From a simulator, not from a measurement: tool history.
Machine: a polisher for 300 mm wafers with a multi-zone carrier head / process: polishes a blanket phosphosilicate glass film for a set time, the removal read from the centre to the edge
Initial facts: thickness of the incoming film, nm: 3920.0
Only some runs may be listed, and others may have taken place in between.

run  hour  flow of slurry (ml/min)  pressure of the head's centre zone  pressure of the head's middle zone  pressure of the head's edge zone  abrasive content of the slurry  polishing time (s)  film removed at the wafer's centre (Å)  film removed at mid-radius (Å)  film removed at the wafer's edge (Å)
  1   0.0                      305                                1.00                                1.00                              1.00                            1.00                  41                                  3503.9                          3538.5                                3518.4
  2   6.1                      305                                1.00                                0.92                              1.00                            1.00                  41                                  3544.2                          3375.1                                3620.8
  3   6.9                      305                                1.00                                0.92                              1.00                            1.00                  34                                  2938.3                          2785.1                                2929.2
  4  10.9                      305                                0.98                                0.95                              1.03                            1.10                  38                                  3359.9                          3339.2                                3458.3
  5  16.5                      305                                0.98                                0.95                              0.98                            1.10                  38                                  3378.4                          3332.0                                3408.6
  6  22.3                      305                                0.95                                0.96                              1.00                            1.20                  41                                  3615.2                          3765.2                                3891.3
  7  25.7                      305                                0.94                                0.98                              1.02                            1.25                  43                                  3931.5                          4051.1                                4231.2
  8  28.1                      305                                0.92                                1.01                              1.04                            1.30                  45                                  4029.3                          4472.1                                4474.5
  9  29.6                      305                                0.91                                1.02                              1.05                            1.35                  47                                  4249.7                          4685.7                                4771.3
 10  33.5                      310                                0.90                                1.03                              1.06                            1.40                  49                                  4441.2                          5077.6                                5097.7
 11  35.0                      310                                0.89                                1.04                              1.07                            1.40                  50                                  4454.7                          5208.6                                5181.5

Estimate the outcome of run 12 from the log above:
 12  39.8                      310                                0.89                                1.04                              1.08                            1.40                  51                                       ?                               ?                                     ?

{"run 12": {"film removed at the wafer's centre (Å)": 4545.8, "film removed at mid-radius (Å)": 5257.2, "film removed at the wafer's edge (Å)": 5282.7}}
